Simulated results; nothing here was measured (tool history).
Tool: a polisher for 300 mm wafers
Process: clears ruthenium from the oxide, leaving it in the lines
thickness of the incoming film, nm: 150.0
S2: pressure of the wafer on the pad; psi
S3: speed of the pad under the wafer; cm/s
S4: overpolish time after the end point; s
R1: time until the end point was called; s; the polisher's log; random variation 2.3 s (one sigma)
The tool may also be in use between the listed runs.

Run 1, hour 0: flow of slurry (ml/min) 170, S2 1.9 psi, S3 108 cm/s, S4 34 s. Result: R1 141.58 s.
Run 2, hour 5.1: flow of slurry (ml/min) 165, S2 1.7 psi, S3 106 cm/s, S4 34 s. Result: R1 163.87 s.
Run 3, hour 7.5: flow of slurry (ml/min) 190, S2 1.7 psi, S3 106 cm/s, S4 34 s. Result: R1 159.53 s.
Run 4, hour 11.6: flow of slurry (ml/min) 185, S2 1.5 psi, S3 104 cm/s, S4 34 s. Result: R1 183.74 s.
Run 5, hour 18.4: flow of slurry (ml/min) 180, S2 1.4 psi, S3 104 cm/s, S4 34 s. Result: R1 200.06 s.
Run 6, hour 22.9: flow of slurry (ml/min) 215, S2 1.4 psi, S3 104 cm/s, S4 34 s. Result: R1 196.06 s.
Run 7, hour 31.6: flow of slurry (ml/min) 215, S2 1.3 psi, S3 104 cm/s, S4 34 s. Result: R1 207.79 s.
Run 8, hour 34.1: flow of slurry (ml/min) 215, S2 1.3 psi, S3 104 cm/s, S4 34 s. Result: R1 208.86 s.
Run 9, hour 41.2: flow of slurry (ml/min) 215, S2 1.2 psi, S3 104 cm/s, S4 34 s. Result: R1 221.05 s.
Run 10, hour 42.6: flow of slurry (ml/min) 215, S2 1.1 psi, S3 104 cm/s, S4 34 s. Result: R1 243.44 s.

The next listed run, before its measurement:
Run 11, hour 44.5: flow of slurry (ml/min) 210, S2 1.1 psi, S3 104 cm/s, S4 34 s. Result: R1 ?.

Run 11 gave R1 242.04 s.

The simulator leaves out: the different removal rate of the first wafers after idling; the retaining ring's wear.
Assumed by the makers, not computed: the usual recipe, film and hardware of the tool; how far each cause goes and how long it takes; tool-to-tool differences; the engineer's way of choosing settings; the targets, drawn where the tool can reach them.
